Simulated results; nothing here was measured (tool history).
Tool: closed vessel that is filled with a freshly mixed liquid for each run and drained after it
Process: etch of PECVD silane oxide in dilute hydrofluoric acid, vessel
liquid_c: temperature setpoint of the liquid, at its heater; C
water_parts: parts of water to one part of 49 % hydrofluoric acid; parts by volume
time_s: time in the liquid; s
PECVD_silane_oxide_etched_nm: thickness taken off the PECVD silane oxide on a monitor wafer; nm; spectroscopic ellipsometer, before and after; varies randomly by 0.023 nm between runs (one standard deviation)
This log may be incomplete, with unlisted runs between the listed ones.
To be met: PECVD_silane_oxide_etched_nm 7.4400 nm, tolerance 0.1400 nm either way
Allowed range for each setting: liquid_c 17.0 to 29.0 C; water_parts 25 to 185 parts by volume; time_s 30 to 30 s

run	hour	liquid_c	water_parts	time_s	PECVD_silane_oxide_etched_nm
1	0.0	21.0	105	30	4.3496
2	7.8	23.0	100	30	4.9978
3	10.9	24.5	95	30	5.5976
4	15.2	24.5	95	30	5.6235
5	21.5	27.0	95	30	6.2231
6	26.1	27.0	60	30	10.2200
7	28.5	25.0	60	30	9.5114
8	29.8	23.5	60	30	8.9130
9	31.1	22.5	60	30	8.5811
10	36.9	21.5	60	30	8.2541
11	44.6	21.0	60	30	8.0363
12	45.9	20.5	60	30	7.9285
13	52.9	20.0	60	30	7.7286

Consider the 4 candidate settings below. Which is the only one whose results all fall within their allowed miss of target?
A	59.9	17.0	50	30	?
B	59.9	18.5	55	30	?
C	59.9	17.0	55	30	?
D	59.9	20.5	60	30	?

move	PECVD_silane_oxide_etched_nm
A	8.2866
B	7.9918
C	7.4915
D	7.9277
A: misses by more than the last run did
B: misses by more than the last run did
C: each result inside its tolerance
D: misses by more than the last run did
So the answer is move C, the one that meets all the targets.
